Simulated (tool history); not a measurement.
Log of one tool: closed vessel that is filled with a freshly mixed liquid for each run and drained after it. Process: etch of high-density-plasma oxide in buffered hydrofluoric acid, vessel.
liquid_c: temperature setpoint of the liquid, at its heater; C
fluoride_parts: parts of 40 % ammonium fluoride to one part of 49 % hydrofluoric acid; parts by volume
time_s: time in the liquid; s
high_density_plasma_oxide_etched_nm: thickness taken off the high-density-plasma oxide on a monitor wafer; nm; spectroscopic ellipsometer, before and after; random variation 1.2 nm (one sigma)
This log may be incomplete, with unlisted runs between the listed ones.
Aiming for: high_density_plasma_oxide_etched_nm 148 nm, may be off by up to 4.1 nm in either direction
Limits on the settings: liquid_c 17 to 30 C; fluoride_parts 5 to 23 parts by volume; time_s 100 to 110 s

run  hour  liquid_c  fluoride_parts  time_s  high_density_plasma_oxide_etched_nm
  1     0        22              14     100                                118.4
  2   4.4        22              17     100                                97.16
  3    13        23              17     100                               102.62
  4    14        23              17     110                               115.22
  5  15.8        24              17     110                               119.48
  6  24.3        25              17     110                               126.91
  7  30.1      25.5              17     110                               130.43
  8    35        26              17     110                               133.64
  9  39.5      26.5              17     110                               135.92
 10  46.2        27              17     110                               140.12

Of the 4 settings listed for the next run, only one would bring every result within its allowed miss of target. Which one?
  A  52.9        27            16.5     105                                    ?
  B  52.9        26              16     105                                    ?
  C  52.9        28              18     105                                    ?
  D  52.9      25.5            13.5     100                                    ?

move  high_density_plasma_oxide_etched_nm
   A                               141.48
   B                               138.19
   C                               137.01
   D                               151.35
A: gains on the last run, yet a result remains outside its allowed miss
B: further off than the last run
C: further off than the last run
D: meets every target
Go with D: it meets all targets.

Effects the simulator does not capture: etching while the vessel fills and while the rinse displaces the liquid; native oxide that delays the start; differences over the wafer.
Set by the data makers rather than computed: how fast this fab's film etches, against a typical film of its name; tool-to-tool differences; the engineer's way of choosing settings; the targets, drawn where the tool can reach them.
